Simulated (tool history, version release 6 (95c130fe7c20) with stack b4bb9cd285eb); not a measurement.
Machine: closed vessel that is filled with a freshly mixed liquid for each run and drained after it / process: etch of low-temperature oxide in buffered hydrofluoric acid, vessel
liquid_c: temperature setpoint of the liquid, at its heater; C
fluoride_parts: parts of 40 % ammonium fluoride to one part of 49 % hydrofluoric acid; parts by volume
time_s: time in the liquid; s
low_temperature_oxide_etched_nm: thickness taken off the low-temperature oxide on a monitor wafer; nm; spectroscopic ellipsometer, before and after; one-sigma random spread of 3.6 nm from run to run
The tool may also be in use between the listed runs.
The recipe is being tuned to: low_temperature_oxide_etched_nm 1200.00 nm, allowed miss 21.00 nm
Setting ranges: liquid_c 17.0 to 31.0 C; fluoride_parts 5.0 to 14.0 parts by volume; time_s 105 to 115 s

run,hour,liquid_c,fluoride_parts,time_s,low_temperature_oxide_etched_nm
1,0.0,23.0,8.5,105,775.11
2,0.8,24.5,8.5,105,845.26
3,3.5,24.5,7.5,105,960.07
4,12.3,21.5,7.5,105,823.42
5,13.7,23.0,7.5,105,890.13
6,15.7,23.0,7.5,115,969.60
7,20.7,23.5,7.5,115,998.32
8,21.5,24.0,7.5,115,1027.60
9,27.1,24.5,7.5,115,1057.40
10,29.3,25.0,7.5,115,1087.60

Next run, 4 choices. One meets every target within its allowed miss, the rest don't. Which?
A,31.5,25.0,8.5,115,?
B,31.5,22.5,5.5,115,?
C,31.5,25.5,7.0,115,?
D,31.5,22.0,7.0,115,?

move,low_temperature_oxide_etched_nm
A,955.75
B,1265.70
C,1211.20
D,1000.70
A: misses by more than the last run did
B: pushes the last run's worst result past its target
C: in spec on every target
D: misses by more than the last run did
Answer: C
